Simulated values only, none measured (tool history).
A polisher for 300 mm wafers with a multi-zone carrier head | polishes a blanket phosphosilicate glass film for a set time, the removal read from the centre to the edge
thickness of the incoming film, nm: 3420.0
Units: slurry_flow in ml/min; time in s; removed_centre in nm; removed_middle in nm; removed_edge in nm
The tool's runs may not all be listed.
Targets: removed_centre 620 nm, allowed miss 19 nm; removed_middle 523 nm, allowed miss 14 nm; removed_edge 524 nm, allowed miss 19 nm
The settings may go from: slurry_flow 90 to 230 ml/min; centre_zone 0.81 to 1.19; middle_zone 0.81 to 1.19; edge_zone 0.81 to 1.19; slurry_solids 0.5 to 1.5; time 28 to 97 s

| run | hour | slurry_flow | centre_zone | middle_zone | edge_zone | slurry_solids | time | removed_centre | removed_middle | removed_edge |
|---|---|---|---|---|---|---|---|---|---|---|
| 1 | 0 | 150 | 1 | 1 | 1 | 1 | 62 | 602.36 | 614.63 | 603.05 |
| 2 | 3.9 | 145 | 1.02 | 0.98 | 0.98 | 1 | 62 | 606.81 | 598.39 | 602.9 |
| 3 | 6.4 | 145 | 1.02 | 0.98 | 0.94 | 1 | 62 | 615.19 | 598.95 | 591.22 |
| 4 | 12.3 | 145 | 1.02 | 0.98 | 0.94 | 1 | 48 | 472.11 | 466.19 | 458.24 |
| 5 | 18.4 | 145 | 1.02 | 0.98 | 0.94 | 0.85 | 48 | 436.37 | 426.61 | 423.36 |
| 6 | 23.7 | 145 | 1.02 | 0.98 | 0.86 | 0.85 | 48 | 439.33 | 428.68 | 413.09 |
| 7 | 25.8 | 155 | 1.04 | 0.98 | 0.89 | 0.9 | 48 | 470.29 | 449.7 | 434.43 |
| 8 | 33.1 | 195 | 1.14 | 0.99 | 0.99 | 1 | 48 | 555.01 | 493.8 | 478.44 |
| 9 | 38 | 200 | 1.15 | 0.99 | 1 | 1 | 48 | 567.25 | 487.61 | 480.32 |
| 10 | 41.4 | 220 | 1.17 | 1.04 | 1.09 | 1.1 | 48 | 612.14 | 541.23 | 530.43 |

5 next moves are on the table. One of them brings every result within its allowed miss. Which?
| A | 44.8 | 215 | 1.19 | 1.08 | 1.04 | 1.05 | 46 | ? | ? | ? |
| B | 44.8 | 230 | 1.19 | 1 | 1.09 | 1.1 | 48 | ? | ? | ? |
| C | 44.8 | 205 | 1.15 | 1.04 | 1.05 | 1.05 | 51 | ? | ? | ? |
| D | 44.8 | 215 | 1.19 | 0.87 | 1.19 | 1.1 | 52 | ? | ? | ? |
| E | 44.8 | 205 | 1.14 | 1.09 | 1.1 | 1.2 | 46 | ? | ? | ? |

| move | removed_centre | removed_middle | removed_edge |
|---|---|---|---|
| A | 583.58 | 519.34 | 481.47 |
| B | 627.44 | 522.78 | 525.08 |
| C | 620.5 | 554.14 | 533.26 |
| D | 672.62 | 499.83 | 583.96 |
| E | 588.29 | 551.47 | 517.62 |
A: brings the result that was furthest off to its target, and leaves another outside
B: meets every target
C: further off than the last run
D: takes the result that was furthest off past its target
E: further off than the last run
The right move is B.
